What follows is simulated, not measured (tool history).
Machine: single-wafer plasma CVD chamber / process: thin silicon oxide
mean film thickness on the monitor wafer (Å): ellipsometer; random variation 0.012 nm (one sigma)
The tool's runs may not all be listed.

run  hour  heater temperature setpoint (°C)  chamber pressure (mTorr)  RF power (W)  deposition time (s)  mean film thickness on the monitor wafer (Å)
  1   0.0                               390                       600           225                 2.64                                        27.519
  2   0.6                               390                       600           225                 2.52                                        25.996
  3   2.9                               396                       600           225                 2.52                                        26.403
  4   4.9                               396                       587           225                 2.52                                        25.941
  5   6.9                               396                       492           225                 2.52                                        21.743
  6  12.2                               396                       492           210                 2.52                                        21.009
  7  21.0                               396                       503           210                 2.52                                        21.268
  8  24.2                               396                       512           210                 2.52                                        21.765

Estimate the outcome of run 9 from the log above:
  9  31.3                               396                       519           210                 2.52                                             ?

Run 9 yielded mean film thickness on the monitor wafer (Å) 21.834.
